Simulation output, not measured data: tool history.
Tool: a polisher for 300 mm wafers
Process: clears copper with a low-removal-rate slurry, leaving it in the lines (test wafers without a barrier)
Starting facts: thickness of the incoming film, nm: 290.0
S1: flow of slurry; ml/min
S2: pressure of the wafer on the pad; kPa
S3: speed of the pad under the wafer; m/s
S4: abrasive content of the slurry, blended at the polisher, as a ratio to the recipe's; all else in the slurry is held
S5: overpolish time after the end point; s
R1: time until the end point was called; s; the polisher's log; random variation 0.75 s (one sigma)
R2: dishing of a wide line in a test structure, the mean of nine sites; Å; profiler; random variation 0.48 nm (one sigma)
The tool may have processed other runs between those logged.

| run | day | S1 | S2 | S3 | S4 | S5 | R1 | R2 |
|---|---|---|---|---|---|---|---|---|
| 1 | 0 | 135 | 24.8 | 1.08 | 1 | 11 | 66.521 | 353.44 |
| 2 | 0.3 | 135 | 31 | 1.08 | 1 | 11 | 54.632 | 410.71 |
| 3 | 0.404 | 135 | 31 | 1.08 | 0.9 | 11 | 56.773 | 405.22 |
| 4 | 0.45 | 135 | 31 | 1.08 | 0.9 | 13 | 55.477 | 461.81 |
| 5 | 0.7 | 140 | 30.3 | 1.08 | 0.9 | 10 | 56.89 | 376.55 |
| 6 | 0.962 | 140 | 30.3 | 1.32 | 0.9 | 10 | 48.413 | 424.73 |
| 7 | 1.029 | 140 | 28.3 | 1.32 | 0.9 | 8 | 52.437 | 323.45 |
| 8 | 1.229 | 135 | 26.9 | 1.32 | 0.9 | 8 | 53.955 | 313.41 |
| 9 | 1.392 | 135 | 25.5 | 1.32 | 0.9 | 8 | 55.407 | 294.55 |

Predict the results of run 10:
| 10 | 1.692 | 135 | 24.8 | 1.32 | 0.9 | 8 | ? | ? |

{"run 10": {"R1": 57.527, "R2": 300.01}}
